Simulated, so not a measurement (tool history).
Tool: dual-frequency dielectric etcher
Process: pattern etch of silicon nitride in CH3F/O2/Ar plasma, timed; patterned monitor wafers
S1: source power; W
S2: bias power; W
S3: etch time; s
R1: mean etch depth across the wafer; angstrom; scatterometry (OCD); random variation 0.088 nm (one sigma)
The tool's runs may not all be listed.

run  hour   S1  S2    S3      R1
  1   0.0  410  83  33.5  242.82
  2   1.2  410  71  33.5  227.91
  3   8.6  440  73  33.5  236.84
  4  14.1  460  75  33.5  244.79
  5  16.7  410  75  33.5  231.26
  6  24.6  370  75  33.5  224.31

The next listed run, before its measurement:
  7  26.4  400  77  33.5   ?

Run 7 gave R1 232.16 angstrom.
